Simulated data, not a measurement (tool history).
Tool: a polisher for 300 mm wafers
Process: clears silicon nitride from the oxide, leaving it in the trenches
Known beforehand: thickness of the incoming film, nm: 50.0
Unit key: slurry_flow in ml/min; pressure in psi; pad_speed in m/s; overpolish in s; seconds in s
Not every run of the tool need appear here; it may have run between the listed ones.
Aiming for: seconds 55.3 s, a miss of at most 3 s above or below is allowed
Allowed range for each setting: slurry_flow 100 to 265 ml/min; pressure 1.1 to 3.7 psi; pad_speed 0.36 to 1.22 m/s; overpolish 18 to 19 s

run,hour,slurry_flow,pressure,pad_speed,overpolish,seconds
1,0,170,2.4,0.78,18,101.38
2,6.9,190,2.4,0.78,18,99.791
3,9.6,190,2.8,0.8,18,83.308
4,16.6,155,2.8,0.8,18,83.681
5,18.6,155,2.8,0.62,18,111.04
6,26.5,155,2.8,0.62,19,110.1
7,27.9,155,3.1,0.7,19,86.294
8,33,155,3.3,0.74,19,79.752
9,42,155,3.3,0.74,19,81.38
10,47.2,155,3.4,0.8,19,72.033

Pick the move, out of 5, that brings all results within their allowed miss; only one does.
A,52.4,155,3.4,1.02,18,?
B,52.4,135,3.6,0.9,18,?
C,52.4,140,3.1,0.68,19,?
D,52.4,150,3.2,0.94,19,?
E,52.4,180,3.7,0.82,19,?

move,seconds
A,56.458
B,62.043
C,93.516
D,65.288
E,62.638
A: all results in spec
B: moves toward the targets from the last run without getting all of them in spec
C: the biggest miss grows against the last run
D: moves toward the targets from the last run without getting all of them in spec
E: moves toward the targets from the last run without getting all of them in spec
A meets every target.

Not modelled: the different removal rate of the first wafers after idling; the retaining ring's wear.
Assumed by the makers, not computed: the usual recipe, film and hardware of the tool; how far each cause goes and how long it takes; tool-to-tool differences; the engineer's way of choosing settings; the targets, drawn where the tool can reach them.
